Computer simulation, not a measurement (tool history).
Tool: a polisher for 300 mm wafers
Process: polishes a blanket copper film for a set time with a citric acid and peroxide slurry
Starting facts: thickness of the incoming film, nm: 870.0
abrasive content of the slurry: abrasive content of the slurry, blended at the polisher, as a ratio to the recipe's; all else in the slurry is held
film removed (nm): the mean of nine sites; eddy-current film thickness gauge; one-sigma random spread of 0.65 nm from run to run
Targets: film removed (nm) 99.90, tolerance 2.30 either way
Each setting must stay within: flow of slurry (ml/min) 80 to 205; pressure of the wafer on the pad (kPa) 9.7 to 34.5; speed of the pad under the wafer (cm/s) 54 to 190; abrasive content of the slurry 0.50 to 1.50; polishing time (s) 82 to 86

run,hour,flow of slurry (ml/min),pressure of the wafer on the pad (kPa),speed of the pad under the wafer (cm/s),abrasive content of the slurry,polishing time (s),film removed (nm)
1,0.0,135,22.1,122,1.00,82,213.50
2,1.5,135,22.1,142,1.00,82,245.57
3,9.9,130,20.0,136,1.00,82,213.01
4,12.9,150,20.0,136,1.00,82,217.30
5,13.6,145,18.6,130,1.00,82,191.59
6,18.6,165,18.6,130,1.00,82,197.12
7,25.5,160,17.2,126,1.00,82,178.01
8,31.5,155,15.9,122,1.00,82,157.31
9,35.7,150,15.2,120,1.00,82,147.86

Exercise: of the 4 proposed moves below, exactly one satisfies all targets within the stated allowed misses. Which move is it?
A,39.9,140,15.9,98,0.95,82,?
B,39.9,205,20.7,142,1.10,86,?
C,39.9,155,11.7,130,1.25,82,?
D,39.9,140,11.0,106,1.10,82,?

move,film removed (nm)
A,128.39
B,260.94
C,132.71
D,100.63
A: closer than the last run, but not yet in spec
B: moves away from the targets compared with the last run
C: closer than the last run, but not yet in spec
D: every result lands within tolerance
Correct choice: D, which meets every target

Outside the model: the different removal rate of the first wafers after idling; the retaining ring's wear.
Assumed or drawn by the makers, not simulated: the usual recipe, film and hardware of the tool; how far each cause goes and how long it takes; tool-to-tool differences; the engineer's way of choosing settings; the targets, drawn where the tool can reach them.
